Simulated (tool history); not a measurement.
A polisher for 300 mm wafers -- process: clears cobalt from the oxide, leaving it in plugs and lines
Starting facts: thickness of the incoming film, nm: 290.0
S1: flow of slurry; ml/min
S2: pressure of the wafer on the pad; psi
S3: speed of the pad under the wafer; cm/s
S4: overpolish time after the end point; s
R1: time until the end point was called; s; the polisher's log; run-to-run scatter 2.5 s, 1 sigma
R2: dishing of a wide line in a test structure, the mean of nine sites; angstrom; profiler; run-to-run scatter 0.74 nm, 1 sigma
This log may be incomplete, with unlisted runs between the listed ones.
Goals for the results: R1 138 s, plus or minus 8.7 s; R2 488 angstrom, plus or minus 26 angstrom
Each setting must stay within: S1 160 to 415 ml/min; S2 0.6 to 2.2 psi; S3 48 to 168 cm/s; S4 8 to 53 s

{"run": 1, "hour": 0.0, "S1": 265, "S2": 1.4, "S3": 108, "S4": 27, "R1": 84.391, "R2": 490.62}
{"run": 2, "hour": 8.1, "S1": 265, "S2": 1.2, "S3": 106, "S4": 30, "R1": 102.24, "R2": 482.99}
{"run": 3, "hour": 13.1, "S1": 265, "S2": 1.1, "S3": 106, "S4": 32, "R1": 111.68, "R2": 465.75}
{"run": 4, "hour": 16.0, "S1": 265, "S2": 1, "S3": 106, "S4": 35, "R1": 121.33, "R2": 479.83}
{"run": 5, "hour": 21.9, "S1": 265, "S2": 1, "S3": 106, "S4": 36, "R1": 120.21, "R2": 478.77}
{"run": 6, "hour": 30.1, "S1": 265, "S2": 1, "S3": 106, "S4": 38, "R1": 123.37, "R2": 486.26}
{"run": 7, "hour": 35.4, "S1": 265, "S2": 1, "S3": 106, "S4": 39, "R1": 124.3, "R2": 502.65}
{"run": 8, "hour": 44.2, "S1": 265, "S2": 0.8, "S3": 104, "S4": 40, "R1": 154.38, "R2": 458.23}
{"hour": 48.5, "done": "head pressure recalibrated"}
{"run": 9, "hour": 48.5, "S1": 265, "S2": 0.9, "S3": 104, "S4": 41, "R1": 122.55, "R2": 490.24}

Consider the 5 candidate settings below. Which is the only one whose results all fall within their allowed miss of target?
{"run": "A", "hour": 52.8, "S1": 275, "S2": 0.8, "S3": 104, "S4": 42, "R1": "?", "R2": "?"}
{"run": "B", "hour": 52.8, "S1": 270, "S2": 0.9, "S3": 96, "S4": 30, "R1": "?", "R2": "?"}
{"run": "C", "hour": 52.8, "S1": 245, "S2": 0.8, "S3": 108, "S4": 33, "R1": "?", "R2": "?"}
{"run": "D", "hour": 52.8, "S1": 240, "S2": 1, "S3": 88, "S4": 30, "R1": "?", "R2": "?"}
{"run": "E", "hour": 52.8, "S1": 220, "S2": 1.4, "S3": 74, "S4": 35, "R1": "?", "R2": "?"}

move=A R1=140.84 R2=493.59
move=B R1=136.26 R2=425.54
move=C R1=137.18 R2=445.87
move=D R1=135.42 R2=426.84
move=E R1=116.59 R2=492.97
A: meets every target
B: brings the last run's worst result on target, with another outside its allowed miss
C: brings the last run's worst result on target, with another outside its allowed miss
D: brings the last run's worst result on target, with another outside its allowed miss
E: lands further from the targets than the last run did
Go with A: it meets all targets.
